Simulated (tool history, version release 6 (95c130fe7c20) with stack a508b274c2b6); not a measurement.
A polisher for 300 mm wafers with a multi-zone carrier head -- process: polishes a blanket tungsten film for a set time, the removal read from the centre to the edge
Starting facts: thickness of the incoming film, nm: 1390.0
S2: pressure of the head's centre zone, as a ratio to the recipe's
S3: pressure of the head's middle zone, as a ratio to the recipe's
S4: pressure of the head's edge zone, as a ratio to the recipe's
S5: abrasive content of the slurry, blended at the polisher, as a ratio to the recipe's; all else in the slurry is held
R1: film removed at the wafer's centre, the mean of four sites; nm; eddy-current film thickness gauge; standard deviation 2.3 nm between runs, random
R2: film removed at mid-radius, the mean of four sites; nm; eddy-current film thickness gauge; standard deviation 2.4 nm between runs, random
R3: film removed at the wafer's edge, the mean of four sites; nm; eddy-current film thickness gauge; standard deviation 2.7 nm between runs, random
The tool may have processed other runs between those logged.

{"run": 1, "day": 0.0, "flow of slurry (ml/min)": 165, "S2": 1.0, "S3": 1.0, "S4": 1.0, "S5": 1.0, "polishing time (s)": 43, "R1": 275.5, "R2": 273.08, "R3": 273.83}
{"run": 2, "day": 0.067, "flow of slurry (ml/min)": 190, "S2": 1.0, "S3": 1.0, "S4": 1.0, "S5": 1.0, "polishing time (s)": 43, "R1": 280.79, "R2": 280.69, "R3": 279.96}
{"run": 3, "day": 0.146, "flow of slurry (ml/min)": 205, "S2": 1.05, "S3": 0.98, "S4": 1.06, "S5": 1.1, "polishing time (s)": 43, "R1": 308.92, "R2": 284.33, "R3": 297.65}
{"run": 4, "day": 0.371, "flow of slurry (ml/min)": 205, "S2": 1.05, "S3": 0.98, "S4": 1.09, "S5": 1.1, "polishing time (s)": 43, "R1": 308.5, "R2": 288.71, "R3": 303.33}
{"run": 5, "day": 0.721, "flow of slurry (ml/min)": 215, "S2": 1.08, "S3": 0.96, "S4": 1.12, "S5": 1.15, "polishing time (s)": 43, "R1": 321.33, "R2": 285.4, "R3": 316.11}
{"run": 6, "day": 0.762, "flow of slurry (ml/min)": 215, "S2": 1.03, "S3": 0.96, "S4": 1.12, "S5": 1.15, "polishing time (s)": 43, "R1": 306.45, "R2": 281.98, "R3": 315.35}

Predict the results of run 7:
{"run": 7, "day": 0.833, "flow of slurry (ml/min)": 225, "S2": 1.07, "S3": 0.95, "S4": 1.14, "S5": 1.2, "polishing time (s)": 43, "R1": "?", "R2": "?", "R3": "?"}

{"run 7": {"R1": 322.28, "R2": 288.68, "R3": 325.02}}
